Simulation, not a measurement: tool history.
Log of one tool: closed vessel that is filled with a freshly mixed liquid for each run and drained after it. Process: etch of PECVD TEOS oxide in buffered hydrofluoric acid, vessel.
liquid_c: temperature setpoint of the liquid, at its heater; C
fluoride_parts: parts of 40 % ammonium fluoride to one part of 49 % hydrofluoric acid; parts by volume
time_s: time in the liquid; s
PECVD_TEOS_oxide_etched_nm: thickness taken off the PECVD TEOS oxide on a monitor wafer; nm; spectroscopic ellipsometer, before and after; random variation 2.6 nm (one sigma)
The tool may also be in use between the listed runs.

run 1 hour=0 | liquid_c=21 fluoride_parts=8.5 time_s=90 | PECVD_TEOS_oxide_etched_nm=232.02
run 2 hour=1.2 | liquid_c=21 fluoride_parts=8.5 time_s=95 | PECVD_TEOS_oxide_etched_nm=245.45
run 3 hour=9.9 | liquid_c=21 fluoride_parts=10.5 time_s=95 | PECVD_TEOS_oxide_etched_nm=206.11
run 4 hour=12.9 | liquid_c=23.5 fluoride_parts=9 time_s=95 | PECVD_TEOS_oxide_etched_nm=261.43
run 5 hour=19.4 | liquid_c=25 fluoride_parts=8 time_s=95 | PECVD_TEOS_oxide_etched_nm=325.97
run 6 hour=26.7 | liquid_c=25 fluoride_parts=8 time_s=90 | PECVD_TEOS_oxide_etched_nm=308.58

Forecast run 7:
run 7 hour=31.4 | liquid_c=25 fluoride_parts=8 time_s=90 | PECVD_TEOS_oxide_etched_nm=?

PECVD_TEOS_oxide_etched_nm: 310.51 nm
